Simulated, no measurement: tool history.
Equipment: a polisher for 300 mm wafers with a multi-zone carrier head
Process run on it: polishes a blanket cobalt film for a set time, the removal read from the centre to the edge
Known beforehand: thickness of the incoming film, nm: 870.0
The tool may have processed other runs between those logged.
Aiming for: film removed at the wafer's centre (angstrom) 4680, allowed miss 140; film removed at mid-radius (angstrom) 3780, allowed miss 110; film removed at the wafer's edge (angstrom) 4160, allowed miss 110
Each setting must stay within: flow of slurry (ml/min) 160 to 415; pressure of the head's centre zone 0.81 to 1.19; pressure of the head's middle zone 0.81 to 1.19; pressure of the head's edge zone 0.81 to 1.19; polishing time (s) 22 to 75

| run | day | flow of slurry (ml/min) | pressure of the head's centre zone | pressure of the head's middle zone | pressure of the head's edge zone | polishing time (s) | film removed at the wafer's centre (angstrom) | film removed at mid-radius (angstrom) | film removed at the wafer's edge (angstrom) |
|---|---|---|---|---|---|---|---|---|---|
| 1 | 0 | 265 | 1 | 1 | 1 | 48 | 3170.3 | 3350.6 | 3311.7 |
| 2 | 0.088 | 290 | 1 | 1 | 1 | 48 | 3284.5 | 3422.6 | 3386.4 |
| 3 | 0.367 | 290 | 0.96 | 1 | 1 | 48 | 3158.5 | 3411.7 | 3354 |
| 4 | 0.446 | 290 | 0.91 | 1 | 1 | 48 | 2958.2 | 3417.7 | 3335 |
| 5 | 0.675 | 310 | 0.97 | 0.99 | 1.03 | 49 | 3278.7 | 3472.9 | 3460 |
| 6 | 0.867 | 355 | 0.97 | 0.99 | 1.03 | 49 | 3284.7 | 3539.1 | 3532.9 |
| 7 | 1.096 | 355 | 1.02 | 0.97 | 1.04 | 51 | 3604.8 | 3609.3 | 3710.6 |
| 8 | 1.15 | 360 | 1.06 | 0.96 | 1.04 | 52 | 3848 | 3706.2 | 3728.3 |
|  | 1.396 | worn pad replaced by a new one |
| 9 | 1.396 | 360 | 1.09 | 0.94 | 1.07 | 53 | 4289.5 | 3839.4 | 4076.4 |
| 10 | 1.725 | 360 | 1.1 | 0.93 | 1.07 | 53 | 4251.5 | 3741.8 | 4075.1 |
| 11 | 2.054 | 360 | 1.12 | 0.93 | 1.07 | 53 | 4369.1 | 3858 | 4022.8 |

Exercise: of the 5 proposed moves below, exactly one satisfies all targets within the stated allowed misses. Which move is it?
| A | 2.383 | 340 | 1.17 | 0.89 | 1.04 | 55 | ? | ? | ? |
| B | 2.383 | 335 | 1.04 | 0.88 | 1.08 | 55 | ? | ? | ? |
| C | 2.383 | 345 | 1.11 | 0.91 | 1.07 | 50 | ? | ? | ? |
| D | 2.383 | 335 | 1.02 | 0.95 | 1.15 | 54 | ? | ? | ? |
| E | 2.383 | 365 | 1.05 | 0.98 | 1.09 | 53 | ? | ? | ? |

| move | film removed at the wafer's centre (angstrom) | film removed at mid-radius (angstrom) | film removed at the wafer's edge (angstrom) |
|---|---|---|---|
| A | 4707.2 | 3786 | 4180.5 |
| B | 4174.7 | 3748.6 | 4224.6 |
| C | 4064.4 | 3511.1 | 3835.4 |
| D | 4021.4 | 3922.6 | 4225.4 |
| E | 4096.1 | 3979 | 4099 |
A: every result within its allowed miss
B: moves away from the targets compared with the last run
C: moves away from the targets compared with the last run
D: moves away from the targets compared with the last run
E: moves away from the targets compared with the last run
A meets every target.

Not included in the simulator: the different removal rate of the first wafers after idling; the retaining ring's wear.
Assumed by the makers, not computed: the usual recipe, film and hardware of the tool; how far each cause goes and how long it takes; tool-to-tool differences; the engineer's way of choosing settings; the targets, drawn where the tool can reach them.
